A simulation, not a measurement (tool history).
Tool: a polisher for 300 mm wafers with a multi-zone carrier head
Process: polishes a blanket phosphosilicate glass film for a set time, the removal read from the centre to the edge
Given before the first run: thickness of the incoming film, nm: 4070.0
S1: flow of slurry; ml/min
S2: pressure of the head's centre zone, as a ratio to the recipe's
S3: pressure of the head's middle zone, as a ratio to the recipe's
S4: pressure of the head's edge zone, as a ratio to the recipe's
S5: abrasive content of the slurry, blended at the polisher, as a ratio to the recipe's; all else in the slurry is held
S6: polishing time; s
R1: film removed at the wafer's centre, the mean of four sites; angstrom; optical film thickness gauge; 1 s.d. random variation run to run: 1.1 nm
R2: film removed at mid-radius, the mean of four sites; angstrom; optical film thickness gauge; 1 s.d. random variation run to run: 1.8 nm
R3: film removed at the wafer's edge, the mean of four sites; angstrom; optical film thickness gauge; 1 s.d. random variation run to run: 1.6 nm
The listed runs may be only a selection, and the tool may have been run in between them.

run,day,S1,S2,S3,S4,S5,S6,R1,R2,R3
1,0,125,1,1,1,1,31,1857.4,1937.8,1957.8
2,0.067,125,1.02,1.01,0.97,0.9,30,1761.1,1834.8,1729
3,0.179,120,1.02,0.99,0.95,0.8,30,1657.2,1696.6,1632.5
4,0.354,115,1.03,0.99,0.93,0.75,30,1625.3,1657.3,1592.6
5,0.546,115,1.03,0.99,0.93,0.75,23,1244.4,1257,1189.8
# day 0.612: worn pad replaced by a new one
6,0.612,125,1.04,0.99,0.93,0.75,23,1434.6,1429,1380.8

Expected results for the next run?
7,0.725,125,1.05,0.99,0.91,0.7,23,?,?,?

Run 7 measured R1 1426.7 angstrom, R2 1394.6 angstrom, R3 1340.1 angstrom.

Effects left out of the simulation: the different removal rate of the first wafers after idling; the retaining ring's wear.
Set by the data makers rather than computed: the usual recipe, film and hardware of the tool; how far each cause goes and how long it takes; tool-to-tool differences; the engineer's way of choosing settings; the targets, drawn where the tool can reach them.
